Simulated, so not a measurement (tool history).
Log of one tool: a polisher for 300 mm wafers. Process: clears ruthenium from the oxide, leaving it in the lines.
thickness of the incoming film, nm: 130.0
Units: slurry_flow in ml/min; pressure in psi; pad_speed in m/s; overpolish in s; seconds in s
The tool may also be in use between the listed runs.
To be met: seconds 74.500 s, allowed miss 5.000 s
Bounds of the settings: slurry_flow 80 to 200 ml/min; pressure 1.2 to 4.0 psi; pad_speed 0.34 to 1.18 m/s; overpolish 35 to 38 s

run 1 hour=0.0 | slurry_flow=130 pressure=2.6 pad_speed=0.76 overpolish=35 | seconds=119.680
run 2 hour=7.7 | slurry_flow=130 pressure=2.6 pad_speed=0.90 overpolish=35 | seconds=103.590
run 3 hour=13.7 | slurry_flow=130 pressure=2.7 pad_speed=0.90 overpolish=35 | seconds=99.299
run 4 hour=21.1 | slurry_flow=130 pressure=2.7 pad_speed=0.78 overpolish=35 | seconds=110.080
run 5 hour=23.0 | slurry_flow=130 pressure=2.8 pad_speed=0.78 overpolish=35 | seconds=108.510
run 6 hour=27.3 | slurry_flow=100 pressure=2.8 pad_speed=0.78 overpolish=35 | seconds=114.040
run 7 hour=34.5 | slurry_flow=100 pressure=2.9 pad_speed=0.78 overpolish=35 | seconds=107.900
run 8 hour=35.7 | slurry_flow=100 pressure=3.0 pad_speed=0.78 overpolish=35 | seconds=108.110
run 9 hour=41.1 | slurry_flow=100 pressure=3.1 pad_speed=0.78 overpolish=35 | seconds=105.280
-- hour=48.9 worn pad replaced by a new one
run 10 hour=48.9 | slurry_flow=100 pressure=3.2 pad_speed=0.80 overpolish=35 | seconds=95.097
run 11 hour=55.6 | slurry_flow=100 pressure=3.3 pad_speed=0.80 overpolish=35 | seconds=92.551
run 12 hour=61.0 | slurry_flow=100 pressure=3.4 pad_speed=0.80 overpolish=35 | seconds=89.495
run 13 hour=63.1 | slurry_flow=105 pressure=3.6 pad_speed=0.82 overpolish=35 | seconds=84.170

5 next moves are on the table. One of them brings every result within its allowed miss. Which?
run A hour=65.2 | slurry_flow=105 pressure=3.1 pad_speed=0.76 overpolish=35 | seconds=?
run B hour=65.2 | slurry_flow=115 pressure=3.4 pad_speed=0.74 overpolish=36 | seconds=?
run C hour=65.2 | slurry_flow=110 pressure=4.0 pad_speed=0.98 overpolish=36 | seconds=?
run D hour=65.2 | slurry_flow=80 pressure=3.1 pad_speed=1.16 overpolish=35 | seconds=?
run E hour=65.2 | slurry_flow=95 pressure=3.6 pad_speed=0.58 overpolish=35 | seconds=?

move=A seconds=100.190
move=B seconds=91.772
move=C seconds=62.943
move=D seconds=75.365
move=E seconds=108.860
A: further off than the last run
B: further off than the last run
C: takes the result that was furthest off past its target
D: meets every target
E: further off than the last run
The right move is D.

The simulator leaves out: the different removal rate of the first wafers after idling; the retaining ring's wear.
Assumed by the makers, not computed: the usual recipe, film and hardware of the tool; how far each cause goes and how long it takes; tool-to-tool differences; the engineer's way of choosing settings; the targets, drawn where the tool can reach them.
